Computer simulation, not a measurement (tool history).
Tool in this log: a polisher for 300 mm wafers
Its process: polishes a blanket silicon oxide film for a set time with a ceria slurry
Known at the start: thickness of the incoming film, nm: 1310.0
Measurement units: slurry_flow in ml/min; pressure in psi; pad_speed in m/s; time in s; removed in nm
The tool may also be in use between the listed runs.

Run 1, hour 0.0: slurry_flow 120 ml/min, pressure 4.0 psi, pad_speed 1.22 m/s, time 45 s. Result: removed 312.31 nm.
Run 2, hour 2.8: slurry_flow 125 ml/min, pressure 4.2 psi, pad_speed 1.22 m/s, time 45 s. Result: removed 324.33 nm.
Run 3, hour 6.4: slurry_flow 125 ml/min, pressure 4.8 psi, pad_speed 1.22 m/s, time 45 s. Result: removed 364.70 nm.
Run 4, hour 10.5: slurry_flow 125 ml/min, pressure 4.1 psi, pad_speed 1.22 m/s, time 45 s. Result: removed 319.51 nm.
Run 5, hour 14.0: slurry_flow 125 ml/min, pressure 4.1 psi, pad_speed 1.22 m/s, time 40 s. Result: removed 285.63 nm.
Run 6, hour 18.1: slurry_flow 125 ml/min, pressure 5.1 psi, pad_speed 1.22 m/s, time 40 s. Result: removed 341.10 nm.
Run 7, hour 19.6: slurry_flow 130 ml/min, pressure 5.2 psi, pad_speed 1.24 m/s, time 40 s. Result: removed 354.16 nm.
At hour 28.5: worn pad replaced by a new one.
Run 8, hour 28.5: slurry_flow 130 ml/min, pressure 5.3 psi, pad_speed 1.26 m/s, time 40 s. Result: removed 397.57 nm.

Expected results for the next run?
Run 9, hour 33.5: slurry_flow 135 ml/min, pressure 5.3 psi, pad_speed 1.26 m/s, time 40 s. Result: removed ?.

{"run 9": {"removed": 395.22}}
